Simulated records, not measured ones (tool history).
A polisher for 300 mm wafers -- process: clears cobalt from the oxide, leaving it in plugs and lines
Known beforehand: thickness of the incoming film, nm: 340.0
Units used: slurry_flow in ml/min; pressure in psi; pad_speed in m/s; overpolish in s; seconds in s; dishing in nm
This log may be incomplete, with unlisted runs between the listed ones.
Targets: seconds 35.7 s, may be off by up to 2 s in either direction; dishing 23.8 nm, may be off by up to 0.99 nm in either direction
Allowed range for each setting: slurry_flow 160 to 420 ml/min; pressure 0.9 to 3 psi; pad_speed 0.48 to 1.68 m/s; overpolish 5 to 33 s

{"run": 1, "hour": 0.0, "slurry_flow": 270, "pressure": 1.9, "pad_speed": 1.08, "overpolish": 17, "seconds": 61.88, "dishing": 30.457}
{"run": 2, "hour": 2.5, "slurry_flow": 265, "pressure": 2.1, "pad_speed": 1.1, "overpolish": 14, "seconds": 55.849, "dishing": 30.132}
{"run": 3, "hour": 7.3, "slurry_flow": 305, "pressure": 2.1, "pad_speed": 1.22, "overpolish": 12, "seconds": 51.511, "dishing": 29.18}
{"run": 4, "hour": 9.3, "slurry_flow": 335, "pressure": 2.1, "pad_speed": 1.34, "overpolish": 10, "seconds": 44.679, "dishing": 28.782}
{"run": 5, "hour": 14.4, "slurry_flow": 335, "pressure": 2.1, "pad_speed": 1.1, "overpolish": 10, "seconds": 54.551, "dishing": 26.882}
{"run": 6, "hour": 15.2, "slurry_flow": 335, "pressure": 2.1, "pad_speed": 0.82, "overpolish": 10, "seconds": 74.089, "dishing": 23.511}
{"run": 7, "hour": 23.0, "slurry_flow": 410, "pressure": 2.7, "pad_speed": 0.98, "overpolish": 5, "seconds": 48.356, "dishing": 20.193}
{"run": 8, "hour": 30.0, "slurry_flow": 395, "pressure": 2.8, "pad_speed": 1.04, "overpolish": 6, "seconds": 43.377, "dishing": 23.145}
{"run": 9, "hour": 38.0, "slurry_flow": 400, "pressure": 2.9, "pad_speed": 1.06, "overpolish": 6, "seconds": 41.315, "dishing": 24.289}
{"run": 10, "hour": 44.3, "slurry_flow": 405, "pressure": 2.9, "pad_speed": 1.1, "overpolish": 6, "seconds": 38.381, "dishing": 24.641}
{"run": 11, "hour": 48.9, "slurry_flow": 410, "pressure": 2.9, "pad_speed": 1.1, "overpolish": 6, "seconds": 38.977, "dishing": 24.664}
{"run": 12, "hour": 52.8, "slurry_flow": 415, "pressure": 2.9, "pad_speed": 1.1, "overpolish": 6, "seconds": 39.474, "dishing": 24.365}

Which one of the following 4 next-run settings gets every result inside its allowed miss? There is exactly one.
{"run": "A", "hour": 56.7, "slurry_flow": 420, "pressure": 2.8, "pad_speed": 1.06, "overpolish": 6, "seconds": "?", "dishing": "?"}
{"run": "B", "hour": 56.7, "slurry_flow": 375, "pressure": 3, "pad_speed": 1.16, "overpolish": 5, "seconds": "?", "dishing": "?"}
{"run": "C", "hour": 56.7, "slurry_flow": 385, "pressure": 2.9, "pad_speed": 1.06, "overpolish": 7, "seconds": "?", "dishing": "?"}
{"run": "D", "hour": 56.7, "slurry_flow": 365, "pressure": 2.9, "pad_speed": 1.04, "overpolish": 7, "seconds": "?", "dishing": "?"}

move=A seconds=43.167 dishing=23.944
move=B seconds=37.256 dishing=23.502
move=C seconds=41.957 dishing=26.083
move=D seconds=42.906 dishing=25.832
A: the biggest miss grows against the last run
B: each result inside its tolerance
C: the biggest miss grows against the last run
D: the biggest miss grows against the last run
B is the move that brings every result within its allowed miss.

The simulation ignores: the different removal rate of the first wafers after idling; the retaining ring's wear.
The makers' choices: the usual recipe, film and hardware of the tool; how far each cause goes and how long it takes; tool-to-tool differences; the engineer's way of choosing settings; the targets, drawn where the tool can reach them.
